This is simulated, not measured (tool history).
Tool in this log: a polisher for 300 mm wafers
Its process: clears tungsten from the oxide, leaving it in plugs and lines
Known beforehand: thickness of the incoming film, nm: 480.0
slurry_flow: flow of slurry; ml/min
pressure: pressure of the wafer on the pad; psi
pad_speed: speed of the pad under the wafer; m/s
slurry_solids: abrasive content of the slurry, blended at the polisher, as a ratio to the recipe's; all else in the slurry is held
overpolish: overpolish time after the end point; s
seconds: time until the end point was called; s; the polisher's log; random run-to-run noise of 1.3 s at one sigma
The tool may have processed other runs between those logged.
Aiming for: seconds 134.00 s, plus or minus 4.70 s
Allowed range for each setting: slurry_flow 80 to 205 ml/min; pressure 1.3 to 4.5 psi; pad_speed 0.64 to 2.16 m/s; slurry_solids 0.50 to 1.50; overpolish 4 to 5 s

Run 1, hour 0.0: slurry_flow 135 ml/min, pressure 2.9 psi, pad_speed 1.40 m/s, slurry_solids 1.00, overpolish 5 s. Result: seconds 111.67 s.
Run 2, hour 1.5: slurry_flow 135 ml/min, pressure 2.6 psi, pad_speed 1.40 m/s, slurry_solids 1.00, overpolish 5 s. Result: seconds 119.11 s.
Run 3, hour 9.8: slurry_flow 135 ml/min, pressure 2.6 psi, pad_speed 1.40 m/s, slurry_solids 1.00, overpolish 5 s. Result: seconds 117.01 s.
Run 4, hour 14.9: slurry_flow 135 ml/min, pressure 3.3 psi, pad_speed 1.40 m/s, slurry_solids 1.00, overpolish 5 s. Result: seconds 101.07 s.
Run 5, hour 17.9: slurry_flow 135 ml/min, pressure 3.3 psi, pad_speed 1.40 m/s, slurry_solids 1.00, overpolish 5 s. Result: seconds 101.37 s.
Run 6, hour 18.6: slurry_flow 135 ml/min, pressure 2.7 psi, pad_speed 1.40 m/s, slurry_solids 1.00, overpolish 5 s. Result: seconds 113.74 s.
Run 7, hour 26.3: slurry_flow 135 ml/min, pressure 2.7 psi, pad_speed 1.40 m/s, slurry_solids 1.00, overpolish 5 s. Result: seconds 115.43 s.
Run 8, hour 32.1: slurry_flow 130 ml/min, pressure 2.6 psi, pad_speed 1.40 m/s, slurry_solids 1.00, overpolish 5 s. Result: seconds 117.91 s.
Run 9, hour 41.0: slurry_flow 130 ml/min, pressure 2.5 psi, pad_speed 1.40 m/s, slurry_solids 1.00, overpolish 5 s. Result: seconds 121.08 s.
Run 10, hour 47.6: slurry_flow 130 ml/min, pressure 2.4 psi, pad_speed 1.40 m/s, slurry_solids 1.00, overpolish 5 s. Result: seconds 125.90 s.

Exactly one of the 5 candidate moves below puts every result within its allowed miss. Which one?
Run A, hour 54.2: slurry_flow 130 ml/min, pressure 2.3 psi, pad_speed 1.22 m/s, slurry_solids 1.00, overpolish 5 s. Result: seconds ?.
Run B, hour 54.2: slurry_flow 155 ml/min, pressure 2.3 psi, pad_speed 1.08 m/s, slurry_solids 1.15, overpolish 4 s. Result: seconds ?.
Run C, hour 54.2: slurry_flow 135 ml/min, pressure 2.5 psi, pad_speed 1.04 m/s, slurry_solids 1.10, overpolish 5 s. Result: seconds ?.
Run D, hour 54.2: slurry_flow 150 ml/min, pressure 1.3 psi, pad_speed 1.72 m/s, slurry_solids 0.90, overpolish 4 s. Result: seconds ?.
Run E, hour 54.2: slurry_flow 105 ml/min, pressure 3.0 psi, pad_speed 1.26 m/s, slurry_solids 0.70, overpolish 5 s. Result: seconds ?.

move  seconds
   A   141.84
   B   146.10
   C   148.17
   D   142.60
   E   132.10
A: the result that was furthest off in the last run now lies on the other side of its target
B: the result that was furthest off in the last run now lies on the other side of its target
C: the result that was furthest off in the last run now lies on the other side of its target
D: the result that was furthest off in the last run now lies on the other side of its target
E: each result inside its tolerance
The move that meets every target is E.

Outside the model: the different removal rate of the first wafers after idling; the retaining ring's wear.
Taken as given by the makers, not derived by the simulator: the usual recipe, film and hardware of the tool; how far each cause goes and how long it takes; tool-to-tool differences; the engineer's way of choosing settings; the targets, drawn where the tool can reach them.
